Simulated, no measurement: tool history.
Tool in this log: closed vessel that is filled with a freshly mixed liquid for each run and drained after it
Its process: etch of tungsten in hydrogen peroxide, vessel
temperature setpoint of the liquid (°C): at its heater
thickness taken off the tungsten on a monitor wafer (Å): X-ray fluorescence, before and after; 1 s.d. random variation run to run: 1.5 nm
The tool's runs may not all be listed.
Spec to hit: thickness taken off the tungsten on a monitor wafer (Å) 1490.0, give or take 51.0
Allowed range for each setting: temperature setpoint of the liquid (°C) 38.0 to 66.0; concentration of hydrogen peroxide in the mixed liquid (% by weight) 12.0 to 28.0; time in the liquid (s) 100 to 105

run	day	temperature setpoint of the liquid (°C)	concentration of hydrogen peroxide in the mixed liquid (% by weight)	time in the liquid (s)	thickness taken off the tungsten on a monitor wafer (Å)
1	0.000	54.0	19.0	100	1144.1
2	0.333	60.5	19.0	100	1664.1
3	0.442	60.0	19.0	100	1636.4
4	0.700	59.5	19.0	100	1601.8
5	0.738	55.0	19.0	100	1230.4
6	0.921	55.0	19.0	100	1197.9
7	1.279	56.0	19.0	100	1283.0
8	1.504	56.5	19.0	100	1341.4
9	1.825	56.5	19.0	100	1312.1
10	2.042	57.0	19.0	100	1349.7
11	2.392	57.5	19.0	100	1429.8

Exercise: of the 4 proposed moves below, exactly one satisfies all targets within the stated allowed misses. Which move is it?
A	2.742	58.0	20.0	105	?
B	2.742	60.5	18.5	100	?
C	2.742	58.0	18.0	105	?
D	2.742	58.5	21.5	100	?

move	thickness taken off the tungsten on a monitor wafer (Å)
A	1597.5
B	1690.6
C	1515.5
D	1624.0
A: the result that was furthest off in the last run now lies on the other side of its target
B: the result that was furthest off in the last run now lies on the other side of its target
C: each result inside its tolerance
D: the result that was furthest off in the last run now lies on the other side of its target
Answer: C
